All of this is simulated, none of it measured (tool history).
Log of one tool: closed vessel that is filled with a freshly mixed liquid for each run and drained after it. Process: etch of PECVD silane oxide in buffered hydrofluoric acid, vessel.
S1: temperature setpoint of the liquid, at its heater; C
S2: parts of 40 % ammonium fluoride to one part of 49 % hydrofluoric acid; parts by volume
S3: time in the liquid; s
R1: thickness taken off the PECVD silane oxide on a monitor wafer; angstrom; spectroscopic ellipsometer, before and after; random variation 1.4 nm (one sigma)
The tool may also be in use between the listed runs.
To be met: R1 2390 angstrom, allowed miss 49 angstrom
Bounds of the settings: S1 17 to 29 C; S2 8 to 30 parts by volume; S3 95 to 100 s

| run | hour | S1 | S2 | S3 | R1 |
|---|---|---|---|---|---|
| 1 | 0 | 21 | 21.5 | 95 | 1052 |
| 2 | 1.3 | 21 | 21.5 | 100 | 1126.9 |
| 3 | 2.2 | 21 | 21.5 | 95 | 1060.4 |
| 4 | 5.8 | 21 | 26 | 95 | 925.51 |
| 5 | 7.9 | 21 | 26 | 95 | 932.81 |
| 6 | 15.1 | 24.5 | 26 | 95 | 1129.4 |
| 7 | 23.6 | 28.5 | 19 | 95 | 1760.5 |
| 8 | 29.6 | 28.5 | 16 | 95 | 2094.2 |
| 9 | 30.6 | 28.5 | 15 | 95 | 2223.2 |
| 10 | 32 | 28.5 | 14.5 | 95 | 2309.5 |
| 11 | 34.6 | 28.5 | 14.5 | 95 | 2325.8 |

Which of these 4 next moves meets every target?
| A | 37.2 | 29 | 15 | 100 | ? |
| B | 37.2 | 27.5 | 14 | 95 | ? |
| C | 37.2 | 25 | 12 | 95 | ? |
| D | 37.2 | 29 | 15 | 95 | ? |

| move | R1 |
|---|---|
| A | 2416.6 |
| B | 2268.2 |
| C | 2305.6 |
| D | 2295.7 |
A: meets every target
B: further off than the last run
C: further off than the last run
D: further off than the last run
The right move is A.
